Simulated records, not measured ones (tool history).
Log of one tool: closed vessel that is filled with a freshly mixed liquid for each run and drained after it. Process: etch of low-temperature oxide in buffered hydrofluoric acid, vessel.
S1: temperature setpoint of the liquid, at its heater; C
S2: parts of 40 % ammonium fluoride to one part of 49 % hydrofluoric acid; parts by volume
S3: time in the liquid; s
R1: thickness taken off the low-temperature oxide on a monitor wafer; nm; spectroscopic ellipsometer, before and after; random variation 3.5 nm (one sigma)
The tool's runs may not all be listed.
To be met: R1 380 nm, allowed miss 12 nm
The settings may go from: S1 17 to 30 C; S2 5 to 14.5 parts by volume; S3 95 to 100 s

run 1 hour=0 | S1=22 S2=9 S3=95 | R1=285.13
run 2 hour=8.3 | S1=23 S2=9 S3=95 | R1=298.82
run 3 hour=13.1 | S1=23 S2=10 S3=95 | R1=283.28
run 4 hour=17.7 | S1=24 S2=10 S3=95 | R1=297.03
run 5 hour=22 | S1=24 S2=10 S3=100 | R1=314.77
run 6 hour=25.2 | S1=25 S2=10 S3=100 | R1=332.9
run 7 hour=26.3 | S1=25.5 S2=10 S3=100 | R1=345.31
run 8 hour=27.6 | S1=26 S2=10 S3=100 | R1=350.48
run 9 hour=35.2 | S1=26.5 S2=10 S3=100 | R1=356.82

5 next moves are on the table. One of them brings every result within its allowed miss. Which?
run A hour=42.8 | S1=26 S2=9.5 S3=95 | R1=?
run B hour=42.8 | S1=26 S2=10 S3=100 | R1=?
run C hour=42.8 | S1=27 S2=9.5 S3=100 | R1=?
run D hour=42.8 | S1=25.5 S2=10.5 S3=100 | R1=?
run E hour=42.8 | S1=27.5 S2=10.5 S3=95 | R1=?

move=A R1=344.82
move=B R1=351.43
move=C R1=382.96
move=D R1=326.24
move=E R1=345.03
A: further off than the last run
B: further off than the last run
C: meets every target
D: further off than the last run
E: further off than the last run
The right move is C.
